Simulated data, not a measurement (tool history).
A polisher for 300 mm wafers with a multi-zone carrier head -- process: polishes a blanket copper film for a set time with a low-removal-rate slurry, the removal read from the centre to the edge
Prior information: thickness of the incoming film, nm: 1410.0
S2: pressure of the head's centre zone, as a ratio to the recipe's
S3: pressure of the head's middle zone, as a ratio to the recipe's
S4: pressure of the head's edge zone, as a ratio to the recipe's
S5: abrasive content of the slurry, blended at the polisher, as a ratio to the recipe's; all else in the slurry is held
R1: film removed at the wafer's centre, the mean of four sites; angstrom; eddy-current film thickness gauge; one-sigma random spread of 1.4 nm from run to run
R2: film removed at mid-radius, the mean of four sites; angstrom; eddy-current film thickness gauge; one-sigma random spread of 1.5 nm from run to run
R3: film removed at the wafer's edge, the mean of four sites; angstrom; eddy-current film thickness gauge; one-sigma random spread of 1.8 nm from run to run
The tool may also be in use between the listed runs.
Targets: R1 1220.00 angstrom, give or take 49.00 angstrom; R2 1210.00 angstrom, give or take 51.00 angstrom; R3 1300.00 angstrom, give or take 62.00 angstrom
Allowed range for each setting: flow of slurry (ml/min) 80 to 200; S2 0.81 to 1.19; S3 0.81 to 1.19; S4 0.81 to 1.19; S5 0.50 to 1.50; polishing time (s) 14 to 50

Run 1, hour 0.0: flow of slurry (ml/min) 130, S2 1.00, S3 1.00, S4 1.00, S5 1.00, polishing time (s) 32. Result: R1 788.08 angstrom, R2 763.46 angstrom, R3 801.75 angstrom.
Run 2, hour 2.9: flow of slurry (ml/min) 130, S2 1.00, S3 1.00, S4 1.00, S5 1.15, polishing time (s) 32. Result: R1 811.51 angstrom, R2 785.39 angstrom, R3 815.25 angstrom.
Run 3, hour 10.3: flow of slurry (ml/min) 130, S2 1.00, S3 1.00, S4 1.02, S5 1.20, polishing time (s) 33. Result: R1 851.88 angstrom, R2 827.71 angstrom, R3 872.68 angstrom.
Run 4, hour 17.5: flow of slurry (ml/min) 135, S2 1.00, S3 1.01, S4 1.04, S5 1.25, polishing time (s) 34. Result: R1 895.57 angstrom, R2 879.98 angstrom, R3 926.07 angstrom.
Run 5, hour 23.7: flow of slurry (ml/min) 135, S2 1.00, S3 1.01, S4 1.04, S5 1.05, polishing time (s) 34. Result: R1 849.73 angstrom, R2 829.28 angstrom, R3 852.52 angstrom.
Run 6, hour 24.7: flow of slurry (ml/min) 135, S2 1.00, S3 1.05, S4 1.04, S5 1.05, polishing time (s) 34. Result: R1 847.05 angstrom, R2 842.14 angstrom, R3 877.76 angstrom.
Run 7, hour 32.9: flow of slurry (ml/min) 135, S2 1.01, S3 1.06, S4 1.06, S5 1.10, polishing time (s) 35. Result: R1 915.94 angstrom, R2 901.59 angstrom, R3 920.18 angstrom.
Run 8, hour 36.0: flow of slurry (ml/min) 145, S2 0.92, S3 0.99, S4 1.16, S5 1.35, polishing time (s) 43. Result: R1 1091.20 angstrom, R2 1107.70 angstrom, R3 1243.60 angstrom.

Consider the 4 candidate settings below. Which is the only one whose results all fall within their allowed miss of target?
Run A, hour 39.1: flow of slurry (ml/min) 160, S2 0.94, S3 1.12, S4 1.05, S5 1.35, polishing time (s) 46. Result: R1 ?, R2 ?, R3 ?.
Run B, hour 39.1: flow of slurry (ml/min) 200, S2 1.03, S3 1.11, S4 1.00, S5 1.25, polishing time (s) 42. Result: R1 ?, R2 ?, R3 ?.
Run C, hour 39.1: flow of slurry (ml/min) 185, S2 0.97, S3 1.01, S4 1.13, S5 1.10, polishing time (s) 46. Result: R1 ?, R2 ?, R3 ?.
Run D, hour 39.1: flow of slurry (ml/min) 130, S2 0.95, S3 0.98, S4 1.19, S5 1.30, polishing time (s) 49. Result: R1 ?, R2 ?, R3 ?.

move       R1       R2       R3
   A  1203.70  1321.90  1278.80
   B  1226.90  1213.80  1145.30
   C  1209.80  1175.90  1284.60
   D  1232.00  1201.50  1406.90
A: corrects the largest miss of the last run, while another result sits out of spec
B: corrects the largest miss of the last run, while another result sits out of spec
C: meets every target
D: corrects the largest miss of the last run, while another result sits out of spec
Answer: C
